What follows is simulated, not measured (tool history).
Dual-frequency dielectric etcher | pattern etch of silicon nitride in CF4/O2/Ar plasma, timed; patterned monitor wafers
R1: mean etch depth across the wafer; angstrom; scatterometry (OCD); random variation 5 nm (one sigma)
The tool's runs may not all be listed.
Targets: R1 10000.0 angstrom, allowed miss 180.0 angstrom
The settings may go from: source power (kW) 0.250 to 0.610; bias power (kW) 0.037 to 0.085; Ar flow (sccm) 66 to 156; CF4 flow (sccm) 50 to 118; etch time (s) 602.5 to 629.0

{"run": 1, "hour": 0.0, "source power (kW)": 0.43, "bias power (kW)": 0.061, "Ar flow (sccm)": 111, "CF4 flow (sccm)": 84, "etch time (s)": 602.5, "R1": 10800.0}
{"run": 2, "hour": 2.5, "source power (kW)": 0.42, "bias power (kW)": 0.061, "Ar flow (sccm)": 111, "CF4 flow (sccm)": 84, "etch time (s)": 602.5, "R1": 10686.0}
{"run": 3, "hour": 3.9, "source power (kW)": 0.47, "bias power (kW)": 0.061, "Ar flow (sccm)": 111, "CF4 flow (sccm)": 84, "etch time (s)": 602.5, "R1": 11456.0}
{"run": 4, "hour": 11.2, "source power (kW)": 0.45, "bias power (kW)": 0.061, "Ar flow (sccm)": 111, "CF4 flow (sccm)": 84, "etch time (s)": 602.5, "R1": 11181.0}
{"run": 5, "hour": 19.6, "source power (kW)": 0.45, "bias power (kW)": 0.061, "Ar flow (sccm)": 97, "CF4 flow (sccm)": 84, "etch time (s)": 602.5, "R1": 11507.0}
{"run": 6, "hour": 26.6, "source power (kW)": 0.43, "bias power (kW)": 0.061, "Ar flow (sccm)": 97, "CF4 flow (sccm)": 84, "etch time (s)": 602.5, "R1": 11108.0}
{"run": 7, "hour": 31.3, "source power (kW)": 0.41, "bias power (kW)": 0.061, "Ar flow (sccm)": 97, "CF4 flow (sccm)": 84, "etch time (s)": 602.5, "R1": 10757.0}
{"run": 8, "hour": 32.2, "source power (kW)": 0.4, "bias power (kW)": 0.061, "Ar flow (sccm)": 97, "CF4 flow (sccm)": 84, "etch time (s)": 602.5, "R1": 10705.0}
{"run": 9, "hour": 34.8, "source power (kW)": 0.39, "bias power (kW)": 0.061, "Ar flow (sccm)": 97, "CF4 flow (sccm)": 84, "etch time (s)": 602.5, "R1": 10560.0}
{"run": 10, "hour": 40.6, "source power (kW)": 0.38, "bias power (kW)": 0.061, "Ar flow (sccm)": 97, "CF4 flow (sccm)": 84, "etch time (s)": 602.5, "R1": 10343.0}

Which of these 5 next moves meets every target?
{"run": "A", "hour": 46.4, "source power (kW)": 0.35, "bias power (kW)": 0.059, "Ar flow (sccm)": 84, "CF4 flow (sccm)": 91, "etch time (s)": 602.5, "R1": "?"}
{"run": "B", "hour": 46.4, "source power (kW)": 0.41, "bias power (kW)": 0.055, "Ar flow (sccm)": 92, "CF4 flow (sccm)": 91, "etch time (s)": 611.5, "R1": "?"}
{"run": "C", "hour": 46.4, "source power (kW)": 0.37, "bias power (kW)": 0.063, "Ar flow (sccm)": 93, "CF4 flow (sccm)": 80, "etch time (s)": 610.5, "R1": "?"}
{"run": "D", "hour": 46.4, "source power (kW)": 0.35, "bias power (kW)": 0.057, "Ar flow (sccm)": 95, "CF4 flow (sccm)": 80, "etch time (s)": 603.0, "R1": "?"}
{"run": "E", "hour": 46.4, "source power (kW)": 0.36, "bias power (kW)": 0.053, "Ar flow (sccm)": 101, "CF4 flow (sccm)": 73, "etch time (s)": 629.0, "R1": "?"}

move=A R1=10043.0
move=B R1=10644.0
move=C R1=10485.0
move=D R1=9499.9
move=E R1=9470.8
A: meets every target
B: further off than the last run
C: further off than the last run
D: takes the result that was furthest off past its target
E: takes the result that was furthest off past its target
Answer: A

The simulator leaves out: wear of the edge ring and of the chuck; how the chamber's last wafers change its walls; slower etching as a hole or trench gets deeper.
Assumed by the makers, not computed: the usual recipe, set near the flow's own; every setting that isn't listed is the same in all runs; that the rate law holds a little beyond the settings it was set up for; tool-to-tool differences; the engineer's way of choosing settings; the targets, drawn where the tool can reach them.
